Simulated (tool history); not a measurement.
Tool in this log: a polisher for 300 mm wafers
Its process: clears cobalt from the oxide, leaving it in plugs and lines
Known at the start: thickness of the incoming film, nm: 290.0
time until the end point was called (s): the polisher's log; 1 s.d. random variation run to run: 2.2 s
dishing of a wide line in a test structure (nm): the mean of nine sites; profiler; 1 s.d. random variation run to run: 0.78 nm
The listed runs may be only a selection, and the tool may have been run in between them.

run    day  flow of slurry (ml/min)  pressure of the wafer on the pad (psi)  speed of the pad under the wafer (m/s)  overpolish time after the end point (s)  time until the end point was called (s)  dishing of a wide line in a test structure (nm)
  1  0.000                      295                                     1.2                                    0.94                                       22                                   114.68                                           36.880
  2  0.183                      295                                     1.0                                    0.94                                       25                                   139.29                                           35.631
  3  0.292                      295                                     1.0                                    0.74                                       25                                   171.44                                           30.267
  4  0.625                      295                                     1.0                                    0.74                                       18                                   173.18                                           25.039
  5  0.821                      295                                     1.0                                    0.56                                       18                                   231.89                                           20.226
  6  0.938                      295                                     1.0                                    0.56                                       24                                   225.59                                           24.048

Run 7, settings as shown, results not yet in. Your forecast:
  7  1.146                      295                                     1.1                                    0.56                                       27                                        ?                                                ?

Run 7 yielded time until the end point was called (s) 208.50, dishing of a wide line in a test structure (nm) 27.613.
